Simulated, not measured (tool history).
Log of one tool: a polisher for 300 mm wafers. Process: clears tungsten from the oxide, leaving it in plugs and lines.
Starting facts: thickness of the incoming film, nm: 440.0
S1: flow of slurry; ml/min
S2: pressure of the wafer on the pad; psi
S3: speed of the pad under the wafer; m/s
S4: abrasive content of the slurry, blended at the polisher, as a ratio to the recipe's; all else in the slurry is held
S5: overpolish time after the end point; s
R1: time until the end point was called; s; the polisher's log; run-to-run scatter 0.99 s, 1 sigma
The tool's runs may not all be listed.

Run 1, hour 0: S1 185 ml/min, S2 4.5 psi, S3 1.1 m/s, S4 1, S5 22 s. Result: R1 88.303 s.
Run 2, hour 8: S1 185 ml/min, S2 4.6 psi, S3 1.1 m/s, S4 1, S5 22 s. Result: R1 85.459 s.
Run 3, hour 9.3: S1 185 ml/min, S2 3.5 psi, S3 1.1 m/s, S4 1, S5 22 s. Result: R1 109.66 s.
Run 4, hour 9.8: S1 185 ml/min, S2 3.7 psi, S3 1.1 m/s, S4 1, S5 22 s. Result: R1 104.34 s.
Run 5, hour 11.3: S1 185 ml/min, S2 3.7 psi, S3 1.1 m/s, S4 1.2, S5 22 s. Result: R1 101.51 s.
Run 6, hour 16.3: S1 185 ml/min, S2 3.7 psi, S3 1.3 m/s, S4 1.2, S5 22 s. Result: R1 91.95 s.

Run 7, settings as shown, results not yet in. Your forecast:
Run 7, hour 18.5: S1 185 ml/min, S2 3.8 psi, S3 1.3 m/s, S4 1.2, S5 22 s. Result: R1 ?.

R1: 88.728 s
